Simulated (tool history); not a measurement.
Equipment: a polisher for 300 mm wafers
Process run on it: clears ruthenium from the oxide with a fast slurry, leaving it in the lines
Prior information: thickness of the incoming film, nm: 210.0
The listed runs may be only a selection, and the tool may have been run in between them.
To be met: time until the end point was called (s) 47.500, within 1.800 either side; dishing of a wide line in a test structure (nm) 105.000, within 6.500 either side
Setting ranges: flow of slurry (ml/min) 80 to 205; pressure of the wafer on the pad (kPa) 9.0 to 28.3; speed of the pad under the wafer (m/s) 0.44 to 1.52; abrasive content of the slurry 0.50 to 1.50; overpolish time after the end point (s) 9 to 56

run	hour	flow of slurry (ml/min)	pressure of the wafer on the pad (kPa)	speed of the pad under the wafer (m/s)	abrasive content of the slurry	overpolish time after the end point (s)	time until the end point was called (s)	dishing of a wide line in a test structure (nm)
1	0.0	135	18.6	0.98	1.00	29	46.726	74.780
2	4.9	135	18.6	0.98	1.00	34	47.205	86.596
3	7.1	135	18.6	0.98	1.00	36	46.668	88.675
4	9.7	135	18.6	0.98	1.00	25	46.349	66.519
5	11.1	135	18.6	0.80	1.00	25	57.034	57.960
6	19.5	135	20.0	0.80	1.00	30	51.984	69.659
7	28.3	135	20.7	0.80	1.00	34	52.931	79.692
8	36.7	140	21.4	0.80	1.00	36	49.746	84.939
9	40.2	140	21.4	0.80	1.00	38	50.569	85.923
10	45.9	140	22.1	0.80	1.00	40	49.066	94.229

Which single option among these 4 for the next run brings every result within its allowed miss of target? Just one does.
A	51.6	165	22.1	0.72	1.05	51	?	?
B	51.6	145	18.6	0.76	1.35	51	?	?
C	51.6	110	26.9	0.84	0.85	47	?	?
D	51.6	150	23.4	0.86	0.85	35	?	?

move	time until the end point was called (s)	dishing of a wide line in a test structure (nm)
A	52.461	103.410
B	51.505	104.510
C	47.859	104.020
D	48.155	86.098
A: corrects the largest miss of the last run, while another result sits out of spec
B: corrects the largest miss of the last run, while another result sits out of spec
C: every result within its allowed miss
D: its largest miss is bigger than the last run's
Answer: C
